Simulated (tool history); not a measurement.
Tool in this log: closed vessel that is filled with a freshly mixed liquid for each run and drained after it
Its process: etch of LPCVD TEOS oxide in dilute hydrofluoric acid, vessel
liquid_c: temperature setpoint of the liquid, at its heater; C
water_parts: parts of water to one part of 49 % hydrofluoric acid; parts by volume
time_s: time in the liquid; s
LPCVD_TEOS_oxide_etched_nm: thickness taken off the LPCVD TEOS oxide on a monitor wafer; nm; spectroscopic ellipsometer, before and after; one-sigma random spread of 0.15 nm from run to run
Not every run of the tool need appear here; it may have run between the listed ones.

run  hour  liquid_c  water_parts  time_s  LPCVD_TEOS_oxide_etched_nm
  1     0        22          200     100                      23.007
  2   7.9      21.5          200     100                      22.698
  3  12.5      21.5          200     100                      22.705
  4    14      19.5          200     100                      20.903
  5  16.6      18.5          200     100                      20.198
  6  20.2      18.5          130     100                      33.334
  7  26.9      18.5          140     100                      30.906
  8  34.2      18.5          150     100                      28.388
  9  38.7      18.5          155     100                      27.225

Estimate the outcome of run 10 from the log above:
 10  45.8      18.5          160     100                           ?

{"run 10": {"LPCVD_TEOS_oxide_etched_nm": 26.323}}

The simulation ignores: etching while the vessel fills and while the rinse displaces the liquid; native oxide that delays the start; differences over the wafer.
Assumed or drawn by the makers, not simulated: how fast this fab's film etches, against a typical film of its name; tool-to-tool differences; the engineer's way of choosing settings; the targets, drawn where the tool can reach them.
